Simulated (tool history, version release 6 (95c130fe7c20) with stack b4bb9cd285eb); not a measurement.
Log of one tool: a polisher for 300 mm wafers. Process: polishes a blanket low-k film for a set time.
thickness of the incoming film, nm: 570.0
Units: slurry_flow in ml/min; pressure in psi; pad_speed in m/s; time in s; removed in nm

run    day  slurry_flow  pressure  pad_speed  slurry_solids  time  removed
  1      0          195       1.8       0.78              1    37   12.594
  2  0.058          195       1.5       0.78              1    37   10.862
  3  0.221          195       1.3       0.76              1    37   9.7286
  4  0.408          195       1.5       0.76              1    37   10.683
  5  0.625          195       1.3       0.74              1    37    9.208
  6  0.688          195       1.3       0.74            1.1    37   9.9328
  7  0.754          185       0.8       0.68            1.1    37   6.5326

Run 8 comes next. What will it give?
  8  0.8          190       0.8       0.68            1.1    37        ?

Run 8 gave removed 6.6053 nm.

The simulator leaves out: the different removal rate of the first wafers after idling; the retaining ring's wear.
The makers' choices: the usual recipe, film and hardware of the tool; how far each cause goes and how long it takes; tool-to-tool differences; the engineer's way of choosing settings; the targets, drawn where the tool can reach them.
